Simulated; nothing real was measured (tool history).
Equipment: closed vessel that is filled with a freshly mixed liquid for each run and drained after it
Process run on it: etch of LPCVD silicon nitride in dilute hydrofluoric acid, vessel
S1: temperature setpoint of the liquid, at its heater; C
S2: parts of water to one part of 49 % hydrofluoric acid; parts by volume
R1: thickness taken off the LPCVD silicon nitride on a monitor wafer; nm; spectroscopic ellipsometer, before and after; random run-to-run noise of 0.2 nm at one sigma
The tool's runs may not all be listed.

Run 1, hour 0: S1 20 C, S2 125 parts by volume, time in the liquid (s) 3040. Result: R1 9.1388 nm.
Run 2, hour 3.6: S1 20 C, S2 125 parts by volume, time in the liquid (s) 3245. Result: R1 9.7167 nm.
Run 3, hour 12: S1 20 C, S2 160 parts by volume, time in the liquid (s) 3245. Result: R1 7.6404 nm.
Run 4, hour 18.6: S1 20 C, S2 160 parts by volume, time in the liquid (s) 3245. Result: R1 7.6145 nm.
Run 5, hour 26: S1 22.5 C, S2 160 parts by volume, time in the liquid (s) 3245. Result: R1 8.9076 nm.
Run 6, hour 34: S1 24 C, S2 140 parts by volume, time in the liquid (s) 3245. Result: R1 11.037 nm.
Run 7, hour 41.7: S1 25 C, S2 125 parts by volume, time in the liquid (s) 3245. Result: R1 13.577 nm.
Run 8, hour 48.7: S1 26 C, S2 115 parts by volume, time in the liquid (s) 3245. Result: R1 15.945 nm.

Run 9 comes next. What will it give?
Run 9, hour 57.6: S1 26.5 C, S2 110 parts by volume, time in the liquid (s) 3245. Result: R1 ?.

R1: 17.049 nm
